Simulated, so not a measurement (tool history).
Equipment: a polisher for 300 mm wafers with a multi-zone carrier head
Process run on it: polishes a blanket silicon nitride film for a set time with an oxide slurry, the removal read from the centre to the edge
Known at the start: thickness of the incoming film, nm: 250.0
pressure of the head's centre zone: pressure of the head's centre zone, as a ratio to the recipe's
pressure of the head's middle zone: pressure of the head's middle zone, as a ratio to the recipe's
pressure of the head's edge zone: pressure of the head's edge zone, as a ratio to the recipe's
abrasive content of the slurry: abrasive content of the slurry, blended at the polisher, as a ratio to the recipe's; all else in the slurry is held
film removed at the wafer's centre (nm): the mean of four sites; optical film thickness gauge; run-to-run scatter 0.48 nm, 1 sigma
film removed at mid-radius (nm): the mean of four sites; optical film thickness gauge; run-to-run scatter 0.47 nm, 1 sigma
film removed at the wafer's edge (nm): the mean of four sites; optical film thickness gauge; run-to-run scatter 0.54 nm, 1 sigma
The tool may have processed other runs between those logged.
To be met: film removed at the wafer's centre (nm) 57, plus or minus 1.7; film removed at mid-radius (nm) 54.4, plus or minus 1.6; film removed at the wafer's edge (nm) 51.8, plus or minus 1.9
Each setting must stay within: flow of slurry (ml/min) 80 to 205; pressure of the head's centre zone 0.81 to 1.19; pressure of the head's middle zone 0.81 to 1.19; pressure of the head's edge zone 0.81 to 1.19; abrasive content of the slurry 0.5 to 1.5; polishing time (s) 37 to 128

run	hour	flow of slurry (ml/min)	pressure of the head's centre zone	pressure of the head's middle zone	pressure of the head's edge zone	abrasive content of the slurry	polishing time (s)	film removed at the wafer's centre (nm)	film removed at mid-radius (nm)	film removed at the wafer's edge (nm)
1	0	135	1	1	1	1	82	77.576	77.221	77.02
2	2.1	135	1	0.99	0.97	0.9	81	72.279	70.938	70.895
3	6.5	150	1	0.99	0.97	0.9	81	74.047	72.41	72.305
4	15	125	1	0.99	0.97	0.9	81	69.455	70.571	70.144
5	18.9	125	1.01	0.99	0.94	0.85	81	68.499	67.09	66.414
6	20.4	125	1.01	0.99	0.94	0.85	72	60.319	60.348	59.426
7	25.9	120	1.02	0.99	0.92	0.85	72	61.458	59.688	58.385
8	33.4	115	1.02	0.99	0.9	0.85	72	60.214	58.335	57.656
9	42.2	110	1.02	1	0.88	0.85	72	59.711	58.674	56.079
10	46.3	105	1.02	1	0.87	0.85	72	58.761	56.724	55.578
11	50.9	105	1.02	1	0.86	0.85	72	58.459	57.734	54.553
12	54.5	100	1.02	1	0.85	0.85	72	57.593	57.273	54.338
13	60.9	100	1.02	1	0.84	0.85	72	57.693	55.954	54.907
14	68.1	95	1.06	1.04	0.81	0.75	72	53.742	52.999	48.945

Exactly one of the 5 candidate moves below puts every result within its allowed miss. Which one?
A	75.3	95	0.98	1.09	0.84	0.7	80	?	?	?
B	75.3	95	1.03	1.02	0.87	0.75	75	?	?	?
C	75.3	110	1.01	0.92	0.89	0.65	81	?	?	?
D	75.3	80	1.03	1.11	0.84	0.75	79	?	?	?
E	75.3	90	1.06	1	0.82	0.9	69	?	?	?

move	film removed at the wafer's centre (nm)	film removed at mid-radius (nm)	film removed at the wafer's edge (nm)
A	52.043	58.713	51.233
B	53.964	54.738	51.406
C	54	50.891	51.927
D	52.598	57.97	50.986
E	56.361	54.802	51.332
A: further off than the last run
B: an improvement on the last run, though not all results are within tolerance
C: further off than the last run
D: further off than the last run
E: meets every target
Go with E: it meets all targets.

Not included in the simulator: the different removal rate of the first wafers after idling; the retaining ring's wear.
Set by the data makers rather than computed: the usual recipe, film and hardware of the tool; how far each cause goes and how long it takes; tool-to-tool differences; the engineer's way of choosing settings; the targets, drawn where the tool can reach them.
